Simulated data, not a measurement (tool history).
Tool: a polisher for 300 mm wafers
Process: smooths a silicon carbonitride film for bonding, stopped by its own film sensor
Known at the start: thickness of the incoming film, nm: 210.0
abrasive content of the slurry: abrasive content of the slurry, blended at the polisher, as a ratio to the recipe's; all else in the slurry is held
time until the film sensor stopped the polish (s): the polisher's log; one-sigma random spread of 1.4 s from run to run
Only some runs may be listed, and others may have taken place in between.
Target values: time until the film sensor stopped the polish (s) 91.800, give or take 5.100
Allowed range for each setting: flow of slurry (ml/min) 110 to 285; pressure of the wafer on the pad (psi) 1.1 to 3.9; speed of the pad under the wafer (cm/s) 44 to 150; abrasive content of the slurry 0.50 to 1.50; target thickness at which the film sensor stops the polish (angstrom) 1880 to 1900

run	day	flow of slurry (ml/min)	pressure of the wafer on the pad (psi)	speed of the pad under the wafer (cm/s)	abrasive content of the slurry	target thickness at which the film sensor stops the polish (angstrom)	time until the film sensor stopped the polish (s)
1	0.000	180	2.5	96	1.00	1880	65.466
2	0.208	180	2.3	94	1.00	1880	71.712
3	0.562	180	2.1	94	1.00	1880	80.445
4	0.846	180	2.0	94	1.00	1880	82.080
5	1.208	180	1.9	94	1.00	1880	87.149
6	1.429	180	2.4	94	1.00	1880	70.127
7	1.796	180	2.2	94	1.00	1880	76.734
8	1.925	180	2.1	94	1.00	1880	80.274
9	2.021	180	1.7	92	1.00	1880	97.129

Pick the move, out of 4, that brings all results within their allowed miss; only one does.
A	2.117	120	1.8	90	1.00	1880	?
B	2.117	135	1.2	110	1.15	1890	?
C	2.117	180	1.7	88	0.95	1880	?
D	2.117	185	1.7	98	0.90	1900	?

move	time until the film sensor stopped the polish (s)
A	102.630
B	109.860
C	105.020
D	90.537
A: further off than the last run
B: further off than the last run
C: further off than the last run
D: each result inside its tolerance
D is the move that brings every result within its allowed miss.
